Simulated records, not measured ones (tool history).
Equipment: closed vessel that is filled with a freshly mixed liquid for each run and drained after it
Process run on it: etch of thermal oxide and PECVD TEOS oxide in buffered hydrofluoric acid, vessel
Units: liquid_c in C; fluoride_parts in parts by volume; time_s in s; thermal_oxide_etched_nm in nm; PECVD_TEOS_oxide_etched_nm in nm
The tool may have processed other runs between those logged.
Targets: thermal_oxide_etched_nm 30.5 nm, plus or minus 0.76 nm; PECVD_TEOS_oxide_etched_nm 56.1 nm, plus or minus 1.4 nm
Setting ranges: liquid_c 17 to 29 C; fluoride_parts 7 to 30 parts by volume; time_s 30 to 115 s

run	day	liquid_c	fluoride_parts	time_s	thermal_oxide_etched_nm	PECVD_TEOS_oxide_etched_nm
1	0	21	19	60	36.025	66.25
2	0.162	20.5	19	60	34.657	65.083
3	0.458	20.5	19	40	23.135	43.016
4	0.621	22	19	40	25.165	46.107
5	0.992	22.5	19	40	26.012	48.344
6	1.342	23	19	40	26.722	49.303
7	1.667	23.5	19	40	27.478	50.541
8	1.875	24.5	19	40	29.021	53.454

Which one of the following 4 next-run settings gets every result inside its allowed miss? There is exactly one.
A	2.083	19	19	60	?	?
B	2.083	19.5	15.5	45	?	?
C	2.083	29	19	30	?	?
D	2.083	22	22	50	?	?

move	thermal_oxide_etched_nm	PECVD_TEOS_oxide_etched_nm
A	31.915	58.588
B	30.097	55.251
C	27.586	50.64
D	28.004	51.407
A: takes the biggest miss from the last run beyond its target
B: meets every target
C: moves away from the targets compared with the last run
D: moves away from the targets compared with the last run
The right move is B.
